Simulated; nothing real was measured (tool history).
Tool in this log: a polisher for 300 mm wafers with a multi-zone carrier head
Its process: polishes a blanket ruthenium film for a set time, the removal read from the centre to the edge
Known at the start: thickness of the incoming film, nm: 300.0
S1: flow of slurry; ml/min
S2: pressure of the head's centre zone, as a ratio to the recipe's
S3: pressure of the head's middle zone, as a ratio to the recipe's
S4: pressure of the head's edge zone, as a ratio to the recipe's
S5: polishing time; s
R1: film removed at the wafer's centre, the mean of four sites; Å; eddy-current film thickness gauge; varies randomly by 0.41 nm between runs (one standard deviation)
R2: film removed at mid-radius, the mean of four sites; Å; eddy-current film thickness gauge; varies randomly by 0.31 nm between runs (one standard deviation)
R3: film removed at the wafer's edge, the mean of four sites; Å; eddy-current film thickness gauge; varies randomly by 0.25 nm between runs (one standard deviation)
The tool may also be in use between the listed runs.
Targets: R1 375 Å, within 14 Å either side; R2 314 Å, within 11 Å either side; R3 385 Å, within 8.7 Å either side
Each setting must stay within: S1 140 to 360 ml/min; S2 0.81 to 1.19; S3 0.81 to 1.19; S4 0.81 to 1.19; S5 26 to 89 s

| run | day | S1 | S2 | S3 | S4 | S5 | R1 | R2 | R3 |
|---|---|---|---|---|---|---|---|---|---|
| 1 | 0 | 230 | 1 | 1 | 1 | 57 | 481.52 | 549.92 | 548.62 |
| 2 | 0.183 | 175 | 1 | 1 | 1 | 57 | 468.18 | 518.6 | 535.32 |
| 3 | 0.3 | 175 | 1 | 1 | 1 | 68 | 564.4 | 629.01 | 645.51 |
| 4 | 0.621 | 165 | 1.02 | 0.96 | 0.99 | 61 | 501.58 | 547.07 | 570.98 |
| 5 | 0.646 | 165 | 0.96 | 0.96 | 0.99 | 61 | 478.68 | 543.22 | 564.04 |
| 6 | 0.829 | 165 | 0.96 | 0.96 | 0.95 | 61 | 476.86 | 545.56 | 554.69 |
| 7 | 1.2 | 160 | 1.01 | 0.92 | 0.97 | 55 | 449.5 | 469.05 | 508.39 |
| 8 | 1.538 | 155 | 1.04 | 0.9 | 0.97 | 51 | 424.56 | 421.12 | 470.4 |
| 9 | 1.738 | 150 | 1.06 | 0.88 | 0.96 | 48 | 413.9 | 388.16 | 435.08 |
| 10 | 1.929 | 150 | 1.07 | 0.86 | 0.97 | 46 | 390.67 | 360.51 | 416.35 |
|  | 2.225 | centre zone pressure recalibrated |
| 11 | 2.225 | 150 | 1.08 | 0.85 | 0.97 | 45 | 425.29 | 356.99 | 409.26 |
| 12 | 2.492 | 150 | 1.07 | 0.84 | 0.99 | 44 | 409.77 | 338.39 | 405.31 |
| 13 | 2.633 | 150 | 1.06 | 0.83 | 0.99 | 43 | 399.23 | 328.71 | 394.63 |
| 14 | 2.712 | 150 | 1.05 | 0.83 | 0.99 | 43 | 396.9 | 330.77 | 395.41 |

Which one of the following 4 next-run settings gets every result inside its allowed miss? There is exactly one.
| A | 2.792 | 140 | 1.06 | 0.86 | 1 | 40 | ? | ? | ? |
| B | 2.792 | 270 | 1.19 | 0.81 | 1.14 | 35 | ? | ? | ? |
| C | 2.792 | 185 | 1.19 | 0.81 | 1 | 38 | ? | ? | ? |
| D | 2.792 | 150 | 1 | 0.81 | 0.99 | 42 | ? | ? | ? |

| move | R1 | R2 | R3 |
|---|---|---|---|
| A | 360.55 | 320 | 364.47 |
| B | 393.88 | 292.86 | 365.36 |
| C | 405.55 | 303.19 | 358.53 |
| D | 362.02 | 324.13 | 384.6 |
A: carries the result that was furthest off beyond its target, to the other side
B: moves away from the targets compared with the last run
C: moves away from the targets compared with the last run
D: in spec on every target
Go with D: it meets all targets.

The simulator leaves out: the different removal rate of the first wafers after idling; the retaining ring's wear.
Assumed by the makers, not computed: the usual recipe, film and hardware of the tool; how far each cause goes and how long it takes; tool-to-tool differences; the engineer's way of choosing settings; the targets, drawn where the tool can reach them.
